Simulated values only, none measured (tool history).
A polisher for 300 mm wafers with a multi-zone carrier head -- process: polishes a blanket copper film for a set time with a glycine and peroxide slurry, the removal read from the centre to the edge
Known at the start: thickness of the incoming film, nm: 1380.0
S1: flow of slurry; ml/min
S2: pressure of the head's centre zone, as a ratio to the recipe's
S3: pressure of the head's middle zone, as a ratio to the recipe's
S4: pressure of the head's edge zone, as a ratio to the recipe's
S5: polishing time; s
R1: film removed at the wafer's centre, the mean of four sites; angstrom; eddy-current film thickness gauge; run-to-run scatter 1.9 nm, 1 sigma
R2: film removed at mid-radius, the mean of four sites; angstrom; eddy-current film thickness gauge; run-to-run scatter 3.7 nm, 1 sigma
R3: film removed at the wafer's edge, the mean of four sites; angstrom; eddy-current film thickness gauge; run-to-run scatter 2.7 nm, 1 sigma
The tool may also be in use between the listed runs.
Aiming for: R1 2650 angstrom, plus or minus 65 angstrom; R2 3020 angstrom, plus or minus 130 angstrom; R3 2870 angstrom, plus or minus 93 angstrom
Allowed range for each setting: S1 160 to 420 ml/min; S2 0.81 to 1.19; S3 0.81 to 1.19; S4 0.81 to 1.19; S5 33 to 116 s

run,hour,S1,S2,S3,S4,S5,R1,R2,R3
1,0,270,1,1,1,74,2597.1,2532.8,2523.6
2,8.7,285,0.99,1.04,1.04,75,2571.5,2611.2,2576
3,11.1,285,0.99,1.04,1.04,88,3010,3089.5,3030.1
4,17.9,280,0.97,1.04,1.03,87,2898.8,3035.3,2947.6
5,19.7,280,0.97,0.98,1.03,87,2891.2,2951.4,2959.6
6,28.4,280,0.97,0.98,1.03,74,2486,2447,2540.9
7,30.7,280,0.97,1.03,1.06,77,2591.8,2706.3,2713
8,39.5,275,0.97,1.06,1.08,77,2601.7,2752.1,2719
9,44,275,0.97,1.09,1.1,77,2610.6,2786.4,2769
10,45.5,275,0.97,1.12,1.11,77,2542.6,2882.8,2703.4
11,52,280,0.97,1.13,1.13,77,2593.3,2918,2797.5

Which one of the following 5 next-run settings gets every result inside its allowed miss? There is exactly one.
A,58.5,205,1.03,1.06,1.04,81,?,?,?
B,58.5,240,1.01,1.19,1.06,79,?,?,?
C,58.5,290,1.02,1.09,1.14,75,?,?,?
D,58.5,290,0.92,1.19,1.14,77,?,?,?
E,58.5,285,0.95,1.12,1.11,80,?,?,?

move,R1,R2,R3
A,2749.8,2806.8,2661.7
B,2691.4,3044.7,2656.4
C,2638.6,2762.6,2660.4
D,2442.9,3030.2,2728.2
E,2615.4,3002.8,2794.7
A: the result that was furthest off in the last run now lies on the other side of its target
B: brings the last run's worst result on target, with another outside its allowed miss
C: brings the last run's worst result on target, with another outside its allowed miss
D: misses by more than the last run did
E: every result lands within tolerance
So the answer is move E, the one that meets all the targets.
